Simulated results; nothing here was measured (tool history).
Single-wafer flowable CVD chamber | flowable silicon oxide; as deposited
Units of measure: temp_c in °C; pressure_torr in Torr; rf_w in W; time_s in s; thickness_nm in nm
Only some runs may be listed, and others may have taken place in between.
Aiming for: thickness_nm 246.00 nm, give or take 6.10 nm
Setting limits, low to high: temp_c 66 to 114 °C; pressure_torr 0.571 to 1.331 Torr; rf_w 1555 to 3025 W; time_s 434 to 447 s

run,hour,temp_c,pressure_torr,rf_w,time_s,thickness_nm
1,0.0,90,0.951,2290,434,472.68
2,2.6,93,0.950,2290,434,421.11
3,9.7,93,0.950,2130,434,417.22
4,13.2,95,0.949,2130,434,384.30
5,15.7,95,0.949,1960,434,379.97
6,21.7,97,0.948,1960,434,350.76
7,26.6,98,0.948,1960,434,340.90
8,29.2,98,0.948,1960,434,339.94
9,32.0,110,0.944,1960,434,214.48

5 candidate next runs follow, results not yet known. Just one meets every target within its allowed miss. Identify it.
A,34.8,114,1.015,1745,446,?
B,34.8,107,0.949,2035,435,?
C,34.8,103,0.894,1770,447,?
D,34.8,108,0.939,1800,440,?
E,34.8,108,0.973,1840,434,?

move,thickness_nm
A,200.56
B,242.88
C,265.81
D,228.56
E,234.46
A: moves away from the targets compared with the last run
B: all results land within tolerance of their targets
C: pushes the last run's worst result past its target
D: moves toward the targets from the last run without getting all of them in spec
E: moves toward the targets from the last run without getting all of them in spec
The right move is B.
